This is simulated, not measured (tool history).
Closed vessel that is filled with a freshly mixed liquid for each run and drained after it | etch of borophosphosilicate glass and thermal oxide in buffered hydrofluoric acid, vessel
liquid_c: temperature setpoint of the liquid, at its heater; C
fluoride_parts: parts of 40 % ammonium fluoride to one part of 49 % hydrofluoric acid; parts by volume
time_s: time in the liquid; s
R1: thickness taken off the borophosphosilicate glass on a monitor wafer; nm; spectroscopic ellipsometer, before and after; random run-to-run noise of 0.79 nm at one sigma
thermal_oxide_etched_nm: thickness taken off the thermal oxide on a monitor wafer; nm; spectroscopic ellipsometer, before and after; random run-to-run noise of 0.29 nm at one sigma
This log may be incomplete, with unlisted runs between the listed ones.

run 1 hour=0.0 | liquid_c=23.0 fluoride_parts=7.5 time_s=60 | R1=92.383 thermal_oxide_etched_nm=85.242
run 2 hour=3.4 | liquid_c=22.5 fluoride_parts=7.5 time_s=60 | R1=89.459 thermal_oxide_etched_nm=82.864
run 3 hour=8.0 | liquid_c=22.0 fluoride_parts=7.5 time_s=60 | R1=87.393 thermal_oxide_etched_nm=81.013
run 4 hour=10.0 | liquid_c=22.0 fluoride_parts=5.5 time_s=60 | R1=115.030 thermal_oxide_etched_nm=107.200
run 5 hour=15.6 | liquid_c=21.0 fluoride_parts=5.5 time_s=60 | R1=113.090 thermal_oxide_etched_nm=101.710
run 6 hour=20.8 | liquid_c=20.5 fluoride_parts=6.0 time_s=60 | R1=101.030 thermal_oxide_etched_nm=91.513
run 7 hour=28.7 | liquid_c=20.0 fluoride_parts=6.0 time_s=60 | R1=96.316 thermal_oxide_etched_nm=89.049

The next listed run, before its measurement:
run 8 hour=34.9 | liquid_c=19.5 fluoride_parts=6.0 time_s=60 | R1=? thermal_oxide_etched_nm=?

R1: 94.567 nm
thermal_oxide_etched_nm: 86.809 nm
